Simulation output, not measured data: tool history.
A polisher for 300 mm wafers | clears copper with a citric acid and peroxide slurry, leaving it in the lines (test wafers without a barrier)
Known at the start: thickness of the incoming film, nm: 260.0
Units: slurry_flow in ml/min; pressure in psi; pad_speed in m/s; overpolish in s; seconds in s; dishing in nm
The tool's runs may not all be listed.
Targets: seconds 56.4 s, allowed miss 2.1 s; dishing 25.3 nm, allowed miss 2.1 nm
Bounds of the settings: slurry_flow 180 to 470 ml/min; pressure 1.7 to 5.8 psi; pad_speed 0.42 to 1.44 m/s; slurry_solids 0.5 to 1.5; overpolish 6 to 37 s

run,day,slurry_flow,pressure,pad_speed,slurry_solids,overpolish,seconds,dishing
1,0,300,3.7,0.92,1,19,93.897,33.59
2,0.125,345,3.7,0.92,1,19,91.129,33.913
3,0.467,370,4,0.92,1,16,84.183,30.594
4,0.688,375,4.3,0.92,1,14,80.335,30.012
5,1.067,395,4.5,0.94,1,12,76.237,27.658
6,1.112,395,4.5,0.94,1.2,12,74.507,29.484
7,1.446,395,5.5,0.96,0.95,6,64.763,17.058
8,1.558,400,5.4,1.06,1.1,10,57.514,30.673
9,1.658,400,5.5,1.06,1.1,10,56.077,29.582
10,1.725,400,5.5,1.06,1.1,10,57.01,31.57
11,2.008,400,5.5,1.06,1.05,10,57.247,31.052
12,2.058,395,5.6,1.06,1.05,10,56.736,30.248
13,2.192,390,5.7,1.06,1,9,56.396,28.865

Which of these 5 next moves meets every target?
A,2.325,370,5.2,1.08,0.95,11,?,?
B,2.325,375,5.5,1.1,1,8,?,?
C,2.325,405,5.8,1.04,1,9,?,?
D,2.325,295,5.1,1.12,0.75,11,?,?
E,2.325,350,4.9,1.24,1.05,10,?,?

move,seconds,dishing
A,60.261,31.635
B,55.99,25.567
C,56.309,28.254
D,62.214,30.765
E,54.585,31.684
A: further off than the last run
B: meets every target
C: nearer than the last run, and not there yet
D: further off than the last run
E: further off than the last run
The right move is B.
